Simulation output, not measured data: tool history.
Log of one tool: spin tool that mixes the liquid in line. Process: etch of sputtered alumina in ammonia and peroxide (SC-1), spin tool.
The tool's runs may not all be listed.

run  hour  temperature setpoint of the liquid (K)  parts of 29 % ammonia solution to one part of 30 % peroxide (parts by volume)  time under the liquid (s)  thickness taken off the sputtered alumina on a monitor wafer (angstrom)
  1     0                                  334.15                                                                            0.9                         45                                                                   77.035
  2   4.7                                  335.65                                                                            0.9                         45                                                                     84.2
  3  12.7                                  336.15                                                                            0.9                         45                                                                   86.567
  4  21.2                                  336.15                                                                           1.05                         45                                                                   86.841
  5  23.9                                  336.15                                                                           1.05                         35                                                                    68.11
  6  25.5                                  338.15                                                                           1.05                         35                                                                   75.092
  7    31                                  339.65                                                                           1.05                         35                                                                   80.217
  8  38.2                                  340.65                                                                           1.05                         35                                                                    84.28

The next listed run, before its measurement:
  9  42.1                                  341.65                                                                           1.05                         35                                                                        ?

{"run 9": {"thickness taken off the sputtered alumina on a monitor wafer (angstrom)": 87.138}}
